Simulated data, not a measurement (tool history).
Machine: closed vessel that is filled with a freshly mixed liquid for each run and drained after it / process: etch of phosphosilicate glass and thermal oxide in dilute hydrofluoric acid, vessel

run	hour	temperature setpoint of the liquid (C)	parts of water to one part of 49 % hydrofluoric acid (parts by volume)	time in the liquid (s)	thickness taken off the phosphosilicate glass on a monitor wafer (angstrom)	thickness taken off the thermal oxide on a monitor wafer (angstrom)
1	0	20	215	130	248.25	23.261
2	3.8	20	145	130	393.8	37.39
3	12.6	21	140	130	426.52	39.266
4	20.3	22	135	130	462.07	42.697
5	24.8	22	135	175	625.94	56.985
6	25.4	22.5	135	175	636.24	59.197

Forecast run 7:
7	28	23	135	175	?	?

Run 7 came out at thickness taken off the phosphosilicate glass on a monitor wafer (angstrom) 653.31, thickness taken off the thermal oxide on a monitor wafer (angstrom) 59.603.
